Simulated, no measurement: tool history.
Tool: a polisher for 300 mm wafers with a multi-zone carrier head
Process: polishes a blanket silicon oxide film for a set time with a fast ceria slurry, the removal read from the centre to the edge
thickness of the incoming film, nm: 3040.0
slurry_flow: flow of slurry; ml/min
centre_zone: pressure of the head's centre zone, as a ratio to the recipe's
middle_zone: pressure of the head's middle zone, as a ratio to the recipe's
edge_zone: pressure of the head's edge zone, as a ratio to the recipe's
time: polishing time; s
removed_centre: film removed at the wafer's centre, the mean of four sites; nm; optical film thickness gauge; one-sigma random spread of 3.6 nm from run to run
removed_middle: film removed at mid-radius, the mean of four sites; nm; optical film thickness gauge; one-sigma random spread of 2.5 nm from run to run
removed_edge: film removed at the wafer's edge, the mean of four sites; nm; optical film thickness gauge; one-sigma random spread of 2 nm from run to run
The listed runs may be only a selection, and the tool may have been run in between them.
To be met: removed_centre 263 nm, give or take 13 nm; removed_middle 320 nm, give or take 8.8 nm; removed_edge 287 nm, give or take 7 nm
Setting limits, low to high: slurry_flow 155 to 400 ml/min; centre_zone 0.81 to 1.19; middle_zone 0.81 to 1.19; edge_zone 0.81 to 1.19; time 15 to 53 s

| run | day | slurry_flow | centre_zone | middle_zone | edge_zone | time | removed_centre | removed_middle | removed_edge |
|---|---|---|---|---|---|---|---|---|---|
| 1 | 0 | 255 | 1 | 1 | 1 | 34 | 511.3 | 521.56 | 526.27 |
| 2 | 0.125 | 210 | 1 | 1 | 1 | 34 | 512.44 | 519.13 | 517.56 |
| 3 | 0.167 | 210 | 1 | 1 | 0.92 | 34 | 499.41 | 518.25 | 489.87 |
| 4 | 0.529 | 210 | 0.97 | 1 | 0.92 | 34 | 489.35 | 518.6 | 493.47 |
| 5 | 0.583 | 205 | 0.94 | 1 | 0.89 | 30 | 423.93 | 448.86 | 427.56 |
| 6 | 0.621 | 205 | 0.88 | 1 | 0.89 | 30 | 400.53 | 453.27 | 428.08 |
| 7 | 0.788 | 200 | 0.86 | 1.01 | 0.88 | 27 | 352.33 | 409.87 | 381.36 |
| 8 | 1.158 | 195 | 0.85 | 1.01 | 0.86 | 25 | 317.53 | 378.52 | 348.12 |
| 9 | 1.525 | 190 | 0.85 | 1.01 | 0.85 | 24 | 289.41 | 363.46 | 334.28 |
| 10 | 1.862 | 195 | 0.88 | 1.01 | 0.84 | 23 | 300.33 | 351.44 | 317.27 |
| 11 | 2.054 | 190 | 0.87 | 1.01 | 0.83 | 22 | 277.34 | 330.2 | 301.39 |
| 12 | 2.183 | 190 | 0.87 | 1.01 | 0.83 | 22 | 280.12 | 330.44 | 300.18 |
| 13 | 2.446 | 185 | 0.87 | 1.01 | 0.82 | 22 | 275.43 | 336.5 | 299.63 |
| 14 | 2.625 | 180 | 0.87 | 1 | 0.82 | 22 | 275.58 | 326.98 | 297.53 |
| 15 | 2.896 | 175 | 0.87 | 1 | 0.82 | 22 | 274.63 | 322.1 | 295.94 |
| 16 | 3.058 | 170 | 0.87 | 1.01 | 0.82 | 22 | 276.36 | 325.44 | 295.06 |
| 17 | 3.208 | 170 | 0.86 | 1.01 | 0.82 | 22 | 271.15 | 322.86 | 293.53 |
| 18 | 3.238 | 165 | 0.86 | 1.01 | 0.82 | 22 | 273.17 | 323.66 | 291.65 |
| 19 | 3.283 | 165 | 0.85 | 1.01 | 0.82 | 22 | 270.27 | 325.01 | 296.07 |
| 20 | 3.358 | 165 | 0.85 | 1.02 | 0.81 | 21 | 258.1 | 311.55 | 276.78 |

Which of these 4 next moves meets every target?
| A | 3.433 | 160 | 0.84 | 1.02 | 0.84 | 20 | ? | ? | ? |
| B | 3.433 | 155 | 0.92 | 1.13 | 0.81 | 20 | ? | ? | ? |
| C | 3.433 | 295 | 0.84 | 1.01 | 0.84 | 20 | ? | ? | ? |
| D | 3.433 | 200 | 0.81 | 1.05 | 0.84 | 20 | ? | ? | ? |

| move | removed_centre | removed_middle | removed_edge |
|---|---|---|---|
| A | 236.79 | 292.72 | 269.54 |
| B | 257.89 | 317.3 | 263.66 |
| C | 261.24 | 317.09 | 287.83 |
| D | 238.52 | 312.02 | 277.24 |
A: its largest miss is bigger than the last run's
B: its largest miss is bigger than the last run's
C: each result inside its tolerance
D: its largest miss is bigger than the last run's
The right move is C.

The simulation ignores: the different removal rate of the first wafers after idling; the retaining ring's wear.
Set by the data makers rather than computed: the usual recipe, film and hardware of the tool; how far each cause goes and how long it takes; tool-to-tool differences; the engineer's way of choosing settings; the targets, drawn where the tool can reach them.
